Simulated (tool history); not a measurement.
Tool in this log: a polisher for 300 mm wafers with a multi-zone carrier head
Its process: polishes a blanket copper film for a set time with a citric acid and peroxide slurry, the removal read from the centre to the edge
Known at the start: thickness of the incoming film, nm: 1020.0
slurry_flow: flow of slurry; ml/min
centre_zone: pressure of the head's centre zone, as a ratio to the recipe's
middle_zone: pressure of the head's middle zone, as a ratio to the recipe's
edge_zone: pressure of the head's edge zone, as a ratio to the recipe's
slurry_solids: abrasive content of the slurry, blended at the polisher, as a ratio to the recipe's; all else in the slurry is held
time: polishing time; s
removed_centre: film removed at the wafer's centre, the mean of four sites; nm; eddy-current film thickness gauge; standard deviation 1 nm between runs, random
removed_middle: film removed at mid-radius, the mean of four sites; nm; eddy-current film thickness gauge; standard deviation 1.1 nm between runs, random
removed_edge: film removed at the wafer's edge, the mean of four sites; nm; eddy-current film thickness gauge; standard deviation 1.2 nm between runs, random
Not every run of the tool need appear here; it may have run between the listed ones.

run 1 hour=0 | slurry_flow=175 centre_zone=1 middle_zone=1 edge_zone=1 slurry_solids=1 time=62 | removed_centre=119.77 removed_middle=125.59 removed_edge=127.48
run 2 hour=6.1 | slurry_flow=175 centre_zone=1 middle_zone=1 edge_zone=0.95 slurry_solids=1 time=62 | removed_centre=121.88 removed_middle=123.7 removed_edge=122.58
run 3 hour=13.5 | slurry_flow=175 centre_zone=1 middle_zone=1 edge_zone=0.95 slurry_solids=1 time=69 | removed_centre=134.98 removed_middle=139.77 removed_edge=135.88
run 4 hour=22.4 | slurry_flow=175 centre_zone=1 middle_zone=1 edge_zone=0.95 slurry_solids=1 time=55 | removed_centre=109.12 removed_middle=110.14 removed_edge=109.22
run 5 hour=23.8 | slurry_flow=175 centre_zone=1 middle_zone=1 edge_zone=0.95 slurry_solids=1 time=44 | removed_centre=85.695 removed_middle=88.234 removed_edge=87.503
run 6 hour=32.2 | slurry_flow=175 centre_zone=0.96 middle_zone=1 edge_zone=0.95 slurry_solids=1 time=44 | removed_centre=82.298 removed_middle=88.726 removed_edge=87.923

For run 7, what comes out?
run 7 hour=33.4 | slurry_flow=185 centre_zone=0.97 middle_zone=1.04 edge_zone=0.98 slurry_solids=1.05 time=44 | removed_centre=? removed_middle=? removed_edge=?

removed_centre: 84.813 nm
removed_middle: 93.006 nm
removed_edge: 87.694 nm

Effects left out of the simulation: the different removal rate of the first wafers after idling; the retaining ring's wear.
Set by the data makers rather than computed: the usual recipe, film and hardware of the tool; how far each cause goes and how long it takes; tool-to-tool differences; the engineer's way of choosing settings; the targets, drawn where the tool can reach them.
